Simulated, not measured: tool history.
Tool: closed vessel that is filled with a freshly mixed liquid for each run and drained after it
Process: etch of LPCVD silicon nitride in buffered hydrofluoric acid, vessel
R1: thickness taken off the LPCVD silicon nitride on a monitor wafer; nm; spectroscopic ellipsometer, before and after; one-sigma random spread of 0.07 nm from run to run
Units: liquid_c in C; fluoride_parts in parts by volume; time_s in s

Run 1, hour 0: liquid_c 23 C, fluoride_parts 19 parts by volume, time_s 1520 s. Result: R1 10.189 nm.
Run 2, hour 7.8: liquid_c 23 C, fluoride_parts 14.5 parts by volume, time_s 1520 s. Result: R1 13.382 nm.
Run 3, hour 9.6: liquid_c 21.5 C, fluoride_parts 15 parts by volume, time_s 1520 s. Result: R1 11.767 nm.
Run 4, hour 18.3: liquid_c 18.5 C, fluoride_parts 15 parts by volume, time_s 1520 s. Result: R1 9.9549 nm.
Run 5, hour 25.5: liquid_c 18.5 C, fluoride_parts 13 parts by volume, time_s 1520 s. Result: R1 11.531 nm.
Run 6, hour 31.6: liquid_c 18.5 C, fluoride_parts 8.5 parts by volume, time_s 1520 s. Result: R1 17.068 nm.
Run 7, hour 34.1: liquid_c 17 C, fluoride_parts 14.5 parts by volume, time_s 1520 s. Result: R1 9.6177 nm.
Run 8, hour 38.7: liquid_c 17 C, fluoride_parts 15 parts by volume, time_s 1520 s. Result: R1 9.2704 nm.

Run 9 comes next. What will it give?
Run 9, hour 41.4: liquid_c 17 C, fluoride_parts 16 parts by volume, time_s 1520 s. Result: R1 ?.

For run 9 the tool returned R1 8.5068 nm.
